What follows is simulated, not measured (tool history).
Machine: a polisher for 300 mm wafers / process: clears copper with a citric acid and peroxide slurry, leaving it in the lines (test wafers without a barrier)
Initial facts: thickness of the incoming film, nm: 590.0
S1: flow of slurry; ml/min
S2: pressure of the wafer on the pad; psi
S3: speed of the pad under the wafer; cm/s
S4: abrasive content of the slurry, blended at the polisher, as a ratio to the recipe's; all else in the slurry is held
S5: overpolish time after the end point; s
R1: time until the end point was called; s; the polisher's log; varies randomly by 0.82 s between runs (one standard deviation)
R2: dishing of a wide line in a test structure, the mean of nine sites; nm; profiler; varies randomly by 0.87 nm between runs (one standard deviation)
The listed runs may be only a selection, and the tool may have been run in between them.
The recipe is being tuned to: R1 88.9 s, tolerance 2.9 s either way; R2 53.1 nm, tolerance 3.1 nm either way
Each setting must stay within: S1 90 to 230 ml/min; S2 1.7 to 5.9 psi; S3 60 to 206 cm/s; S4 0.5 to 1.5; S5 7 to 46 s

run    day   S1   S2   S3  S4  S5      R1      R2
  1      0  150  3.8  132   1  24  126.16  45.747
  2  0.329  155  4.1  132   1  23  115.99  46.382
  3  0.412  155  4.1  106   1  23  143.08  42.026
  4  0.642  160  4.6  106   1  23  125.11  43.313
  5  1.017  165  4.9  106   1  24  117.79  46.563
  6  1.325  165  4.1  106   1  24  140.43  42.834
  7  1.629  165  4.1  106   1  24  138.78  42.549
  8  1.821  165  4.1  106   1  24  142.16  43.222
  9  1.904  165  4.6  106   1  24  127.47   45.85
 10  2.112  165    5  108   1  23  115.44  47.214
 11  2.383  170  5.3  110   1  22   105.3  48.216
 12  2.421  170  5.3  110   1  22  104.99   48.71
 13  2.688  175  5.5  112   1  22  99.678  49.591
 14  3.042  175  5.6  114   1  22  95.679  50.101

Below are 4 possible settings for the next run. Only one of them brings all results inside the allowed miss of their targets. Which is it?
  A  3.396  210    5  136  0.95  18   ?   ?
  B  3.396  175  4.6  146   1.3  23   ?   ?
  C  3.396  175    5  126   0.7  20   ?   ?
  D  3.396  215  5.2  128     1  15   ?   ?

move      R1      R2
   A  90.872  47.232
   B   88.48  53.646
   C  106.83   45.82
   D  90.981  42.626
A: the worst result of the last run now meets its target, but another is out of spec
B: all results in spec
C: further off than the last run
D: the worst result of the last run now meets its target, but another is out of spec
The right move is B.
